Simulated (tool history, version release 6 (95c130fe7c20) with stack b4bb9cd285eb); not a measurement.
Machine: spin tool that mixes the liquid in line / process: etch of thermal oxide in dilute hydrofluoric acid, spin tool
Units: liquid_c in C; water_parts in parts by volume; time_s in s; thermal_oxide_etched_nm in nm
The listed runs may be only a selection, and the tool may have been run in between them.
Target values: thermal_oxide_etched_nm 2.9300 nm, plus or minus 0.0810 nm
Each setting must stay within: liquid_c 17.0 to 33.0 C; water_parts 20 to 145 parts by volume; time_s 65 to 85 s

run	hour	liquid_c	water_parts	time_s	thermal_oxide_etched_nm
1	0.0	25.0	80	85	4.5426
2	5.8	25.0	65	85	5.6583
3	7.8	23.0	70	85	4.8299
4	10.3	21.5	75	85	4.1835
5	13.6	20.5	80	85	3.8209
6	15.9	20.5	90	85	3.2773
7	20.5	20.0	90	85	3.2465
8	25.9	19.5	90	85	3.1853
9	30.4	19.0	90	85	3.1431
10	32.5	18.5	90	85	3.0400

Of the 5 settings listed for the next run, only one would bring every result within its allowed miss of target. Which one?
A	34.6	19.5	80	65	?
B	34.6	17.5	90	85	?
C	34.6	21.5	90	80	?
D	34.6	20.0	95	75	?
E	34.6	20.5	90	80	?

move	thermal_oxide_etched_nm
A	2.7889
B	2.9448
C	3.2828
D	2.7236
E	3.1485
A: takes the result that was furthest off past its target
B: hits every target within its allowed miss
C: further off than the last run
D: takes the result that was furthest off past its target
E: further off than the last run
The move that meets every target is B.

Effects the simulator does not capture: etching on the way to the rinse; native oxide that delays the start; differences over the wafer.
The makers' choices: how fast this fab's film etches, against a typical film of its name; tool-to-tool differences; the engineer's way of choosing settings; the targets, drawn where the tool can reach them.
